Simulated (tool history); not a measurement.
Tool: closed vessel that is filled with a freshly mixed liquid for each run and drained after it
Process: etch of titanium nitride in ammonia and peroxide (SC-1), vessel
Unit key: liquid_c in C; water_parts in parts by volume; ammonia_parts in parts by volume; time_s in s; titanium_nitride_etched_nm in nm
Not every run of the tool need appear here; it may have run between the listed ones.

run,hour,liquid_c,water_parts,ammonia_parts,time_s,titanium_nitride_etched_nm
1,0,48,9,0.8,1775,107.72
2,8.2,46.5,9.5,0.8,1775,94.485
3,14.8,46.5,11,0.8,1775,87.229
4,17.9,45.5,11,0.8,1775,81.58
5,22,45.5,12.5,0.8,1775,76.354
6,25.2,44.5,12.5,0.8,1775,70.84
7,32.7,44,12.5,0.8,1775,68.384
8,40.3,43.5,12.5,0.8,1775,66.324
9,44.8,43,12.5,0.8,1775,63.509
10,50.4,42.5,12.5,0.8,1775,60.993
11,54.7,42,12.5,0.8,1775,59.277

Run 12 comes next. What will it give?
12,57.1,41.5,12.5,0.8,1775,?

titanium_nitride_etched_nm: 57.219 nm

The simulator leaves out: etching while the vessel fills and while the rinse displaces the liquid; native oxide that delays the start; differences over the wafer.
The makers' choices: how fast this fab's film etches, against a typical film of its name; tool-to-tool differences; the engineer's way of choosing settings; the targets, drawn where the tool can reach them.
